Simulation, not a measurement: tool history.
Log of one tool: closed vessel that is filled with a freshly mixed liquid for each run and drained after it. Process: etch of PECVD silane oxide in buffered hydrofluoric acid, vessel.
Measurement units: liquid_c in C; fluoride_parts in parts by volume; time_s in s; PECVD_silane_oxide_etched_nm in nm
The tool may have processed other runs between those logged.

Run 1, hour 0.0: liquid_c 25.0 C, fluoride_parts 8.0 parts by volume, time_s 30 s. Result: PECVD_silane_oxide_etched_nm 99.371 nm.
Run 2, hour 8.5: liquid_c 25.0 C, fluoride_parts 9.0 parts by volume, time_s 30 s. Result: PECVD_silane_oxide_etched_nm 86.713 nm.
Run 3, hour 16.6: liquid_c 26.5 C, fluoride_parts 8.5 parts by volume, time_s 30 s. Result: PECVD_silane_oxide_etched_nm 100.310 nm.
Run 4, hour 22.9: liquid_c 28.0 C, fluoride_parts 8.5 parts by volume, time_s 30 s. Result: PECVD_silane_oxide_etched_nm 108.870 nm.
Run 5, hour 29.4: liquid_c 26.5 C, fluoride_parts 8.5 parts by volume, time_s 30 s. Result: PECVD_silane_oxide_etched_nm 100.330 nm.
Run 6, hour 32.2: liquid_c 26.5 C, fluoride_parts 10.0 parts by volume, time_s 30 s. Result: PECVD_silane_oxide_etched_nm 88.000 nm.
Run 7, hour 34.5: liquid_c 28.0 C, fluoride_parts 9.5 parts by volume, time_s 30 s. Result: PECVD_silane_oxide_etched_nm 98.804 nm.
Run 8, hour 37.4: liquid_c 29.0 C, fluoride_parts 9.0 parts by volume, time_s 30 s. Result: PECVD_silane_oxide_etched_nm 108.260 nm.
Run 9, hour 41.5: liquid_c 32.0 C, fluoride_parts 7.0 parts by volume, time_s 30 s. Result: PECVD_silane_oxide_etched_nm 166.450 nm.
Run 10, hour 43.0: liquid_c 31.5 C, fluoride_parts 7.0 parts by volume, time_s 30 s. Result: PECVD_silane_oxide_etched_nm 161.460 nm.

Expected results for the next run?
Run 11, hour 48.2: liquid_c 31.0 C, fluoride_parts 7.0 parts by volume, time_s 30 s. Result: PECVD_silane_oxide_etched_nm ?.

{"run 11": {"PECVD_silane_oxide_etched_nm": 157.41}}
